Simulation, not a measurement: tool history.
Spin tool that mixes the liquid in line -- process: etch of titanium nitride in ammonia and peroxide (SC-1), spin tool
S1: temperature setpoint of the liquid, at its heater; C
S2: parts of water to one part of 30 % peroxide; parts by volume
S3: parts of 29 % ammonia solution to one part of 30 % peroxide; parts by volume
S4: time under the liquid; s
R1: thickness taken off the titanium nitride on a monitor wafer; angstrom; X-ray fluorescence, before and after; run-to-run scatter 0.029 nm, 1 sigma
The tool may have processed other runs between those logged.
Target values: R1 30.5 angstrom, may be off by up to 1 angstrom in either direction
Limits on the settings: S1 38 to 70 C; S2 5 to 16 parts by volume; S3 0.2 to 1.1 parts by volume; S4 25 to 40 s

run,hour,S1,S2,S3,S4,R1
1,0,54,9,0.6,40,18.955
2,3.5,55,9,0.6,40,20.345
3,5.5,55,9,0.6,40,20.865
4,10.5,55,10.5,0.6,40,19.133
5,13.6,57.5,10.5,0.6,40,22.139
6,17.8,58.5,10.5,0.6,40,23.403
7,25.6,59,10.5,0.6,40,24.777
8,30.6,59.5,10.5,0.6,40,25.003
9,39.2,59.5,10.5,0.6,40,25.486
10,42.2,60,10.5,0.6,40,26.448
11,45.7,60.5,10.5,0.6,40,27.193
12,53.9,61,10.5,0.6,40,28.144
13,56.4,61.5,10.5,0.6,40,28.517

Pick the move, out of 4, that brings all results within their allowed miss; only one does.
A,58.9,63,9.5,0.7,35,?
B,58.9,59,9.5,0.65,40,?
C,58.9,61.5,11.5,0.6,40,?
D,58.9,63,12,0.5,40,?

move,R1
A,30.693
B,26.703
C,28.098
D,29.318
A: meets every target
B: misses by more than the last run did
C: misses by more than the last run did
D: closer than the last run, but not yet in spec
Move A is the one to make.
